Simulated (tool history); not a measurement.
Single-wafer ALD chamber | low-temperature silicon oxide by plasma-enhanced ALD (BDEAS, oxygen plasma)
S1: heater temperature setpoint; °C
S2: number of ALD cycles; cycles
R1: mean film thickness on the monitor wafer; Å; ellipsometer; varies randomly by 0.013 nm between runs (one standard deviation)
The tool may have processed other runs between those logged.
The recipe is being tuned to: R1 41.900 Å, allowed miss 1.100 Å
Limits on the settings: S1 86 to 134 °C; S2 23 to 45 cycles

Run 1, hour 0.0: S1 110 °C, S2 34 cycles. Result: R1 50.266 Å.
Run 2, hour 3.9: S1 110 °C, S2 36 cycles. Result: R1 53.276 Å.
Run 3, hour 4.7: S1 110 °C, S2 35 cycles. Result: R1 52.118 Å.
Run 4, hour 6.9: S1 110 °C, S2 34 cycles. Result: R1 50.463 Å.
Run 5, hour 12.9: S1 103 °C, S2 34 cycles. Result: R1 51.118 Å.
Run 6, hour 18.0: S1 104 °C, S2 33 cycles. Result: R1 49.458 Å.
Run 7, hour 19.5: S1 105 °C, S2 32 cycles. Result: R1 47.897 Å.
Run 8, hour 22.9: S1 105 °C, S2 32 cycles. Result: R1 47.945 Å.
Run 9, hour 30.0: S1 105 °C, S2 32 cycles. Result: R1 47.767 Å.
Run 10, hour 37.5: S1 105 °C, S2 31 cycles. Result: R1 46.427 Å.
Run 11, hour 45.0: S1 105 °C, S2 30 cycles. Result: R1 44.954 Å.
Run 12, hour 53.0: S1 106 °C, S2 29 cycles. Result: R1 43.440 Å.

Of the 4 settings listed for the next run, only one would bring every result within its allowed miss of target. Which one?
Run A, hour 61.0: S1 111 °C, S2 31 cycles. Result: R1 ?.
Run B, hour 61.0: S1 108 °C, S2 31 cycles. Result: R1 ?.
Run C, hour 61.0: S1 104 °C, S2 29 cycles. Result: R1 ?.
Run D, hour 61.0: S1 109 °C, S2 28 cycles. Result: R1 ?.

move      R1
   A  45.854
   B  46.077
   C  43.382
   D  41.551
A: further off than the last run
B: further off than the last run
C: about as far from the targets as the last run
D: in spec on every target
So the answer is move D, the one that meets all the targets.

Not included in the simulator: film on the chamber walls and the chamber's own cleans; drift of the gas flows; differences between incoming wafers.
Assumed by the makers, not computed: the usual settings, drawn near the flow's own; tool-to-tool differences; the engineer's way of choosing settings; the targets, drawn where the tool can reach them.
